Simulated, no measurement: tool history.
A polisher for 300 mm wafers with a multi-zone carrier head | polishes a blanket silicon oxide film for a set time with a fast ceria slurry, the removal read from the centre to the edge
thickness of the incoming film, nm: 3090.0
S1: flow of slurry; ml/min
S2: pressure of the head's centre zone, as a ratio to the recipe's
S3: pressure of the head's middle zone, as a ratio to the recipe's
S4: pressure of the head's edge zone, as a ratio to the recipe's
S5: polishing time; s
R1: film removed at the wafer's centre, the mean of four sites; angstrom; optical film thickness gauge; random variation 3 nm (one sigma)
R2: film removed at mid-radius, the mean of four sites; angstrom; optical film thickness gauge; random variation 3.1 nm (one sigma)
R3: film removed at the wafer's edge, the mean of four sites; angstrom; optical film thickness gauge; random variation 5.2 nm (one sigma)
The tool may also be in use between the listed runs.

run  hour   S1    S2    S3    S4  S5      R1      R2      R3
  1   0.0  170  1.00  1.00  1.00  58  5104.9  5194.2  5018.9
  2   5.8  165  1.00  0.97  0.98  54  4706.0  4574.4  4581.1
  3  13.8  160  0.99  0.95  0.95  52  4462.1  4297.5  4347.6
  4  15.2  160  1.03  0.95  0.95  52  4690.3  4347.5  4377.9
  5  21.4  155  1.02  0.93  0.93  50  4395.9  4091.0  3988.3
  6  25.0  155  1.02  0.85  0.93  50  4438.2  3764.7  4065.7
  7  33.1  150  1.01  0.84  0.92  49  4282.5  3677.0  3963.9
  8  41.5  145  1.00  0.83  0.91  48  4094.7  3594.1  3884.1
  9  48.6  140  1.00  0.83  0.90  47  3951.9  3407.4  3740.0

Forecast run 10:
 10  50.1  135  1.00  0.83  0.89  47   ?   ?   ?

R1: 3942.4 angstrom
R2: 3429.6 angstrom
R3: 3730.0 angstrom
